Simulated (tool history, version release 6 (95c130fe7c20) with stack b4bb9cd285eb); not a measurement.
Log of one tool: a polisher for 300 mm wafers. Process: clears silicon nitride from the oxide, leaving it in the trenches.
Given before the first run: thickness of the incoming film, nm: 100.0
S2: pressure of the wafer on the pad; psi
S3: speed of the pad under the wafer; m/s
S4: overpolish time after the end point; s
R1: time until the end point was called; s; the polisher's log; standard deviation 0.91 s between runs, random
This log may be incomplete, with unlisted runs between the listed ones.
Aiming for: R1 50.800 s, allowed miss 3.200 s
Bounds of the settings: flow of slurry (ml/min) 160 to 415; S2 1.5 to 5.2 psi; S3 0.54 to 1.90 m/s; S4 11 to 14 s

{"run": 1, "day": 0.0, "flow of slurry (ml/min)": 265, "S2": 3.3, "S3": 1.22, "S4": 14, "R1": 79.549}
{"run": 2, "day": 0.196, "flow of slurry (ml/min)": 265, "S2": 3.8, "S3": 1.22, "S4": 14, "R1": 68.25}
{"run": 3, "day": 0.246, "flow of slurry (ml/min)": 265, "S2": 4.4, "S3": 1.22, "S4": 14, "R1": 63.256}
{"run": 4, "day": 0.354, "flow of slurry (ml/min)": 200, "S2": 4.4, "S3": 1.22, "S4": 14, "R1": 66.16}
{"run": 5, "day": 0.542, "flow of slurry (ml/min)": 200, "S2": 4.4, "S3": 1.22, "S4": 14, "R1": 64.251}
{"run": 6, "day": 0.779, "flow of slurry (ml/min)": 200, "S2": 4.4, "S3": 1.22, "S4": 11, "R1": 67.0}
{"run": 7, "day": 0.808, "flow of slurry (ml/min)": 205, "S2": 4.5, "S3": 1.24, "S4": 11, "R1": 61.684}
{"run": 8, "day": 1.004, "flow of slurry (ml/min)": 205, "S2": 4.6, "S3": 1.24, "S4": 11, "R1": 63.254}
{"run": 9, "day": 1.283, "flow of slurry (ml/min)": 205, "S2": 4.7, "S3": 1.26, "S4": 11, "R1": 60.531}
{"run": 10, "day": 1.621, "flow of slurry (ml/min)": 205, "S2": 4.7, "S3": 1.26, "S4": 11, "R1": 62.319}
{"run": 11, "day": 1.883, "flow of slurry (ml/min)": 205, "S2": 4.8, "S3": 1.3, "S4": 11, "R1": 59.301}
{"run": 12, "day": 2.258, "flow of slurry (ml/min)": 205, "S2": 4.9, "S3": 1.32, "S4": 11, "R1": 56.57}
{"run": 13, "day": 2.596, "flow of slurry (ml/min)": 205, "S2": 4.9, "S3": 1.34, "S4": 11, "R1": 58.095}

Next run, 5 choices. One meets every target within its allowed miss, the rest don't. Which?
{"run": "A", "day": 2.933, "flow of slurry (ml/min)": 180, "S2": 5.2, "S3": 1.16, "S4": 11, "R1": "?"}
{"run": "B", "day": 2.933, "flow of slurry (ml/min)": 245, "S2": 5.1, "S3": 1.14, "S4": 11, "R1": "?"}
{"run": "C", "day": 2.933, "flow of slurry (ml/min)": 165, "S2": 4.8, "S3": 1.24, "S4": 11, "R1": "?"}
{"run": "D", "day": 2.933, "flow of slurry (ml/min)": 280, "S2": 4.3, "S3": 1.72, "S4": 14, "R1": "?"}
{"run": "E", "day": 2.933, "flow of slurry (ml/min)": 190, "S2": 4.4, "S3": 1.28, "S4": 13, "R1": "?"}

move=A R1=58.707
move=B R1=57.718
move=C R1=60.917
move=D R1=48.680
move=E R1=62.404
A: misses by more than the last run did
B: nearer the targets than the last run, but a result is still out of spec
C: misses by more than the last run did
D: each result inside its tolerance
E: misses by more than the last run did
The right move is D.
